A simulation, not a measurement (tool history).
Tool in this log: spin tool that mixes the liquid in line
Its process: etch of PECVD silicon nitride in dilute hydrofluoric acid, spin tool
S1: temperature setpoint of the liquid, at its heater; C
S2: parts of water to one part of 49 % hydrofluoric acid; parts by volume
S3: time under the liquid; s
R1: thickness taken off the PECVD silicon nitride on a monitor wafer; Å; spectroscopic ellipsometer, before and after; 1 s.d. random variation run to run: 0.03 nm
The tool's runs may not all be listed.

run,hour,S1,S2,S3,R1
1,0.0,20.0,55,270,60.531
2,4.0,19.0,65,270,47.948
3,13.0,18.5,70,270,43.616
4,21.9,18.0,75,270,40.220
5,23.6,17.0,75,270,36.901
6,27.2,17.0,75,290,39.070
7,27.8,17.0,80,290,36.952

For run 8, what comes out?
8,31.0,17.0,85,290,?

R1: 35.251 Å
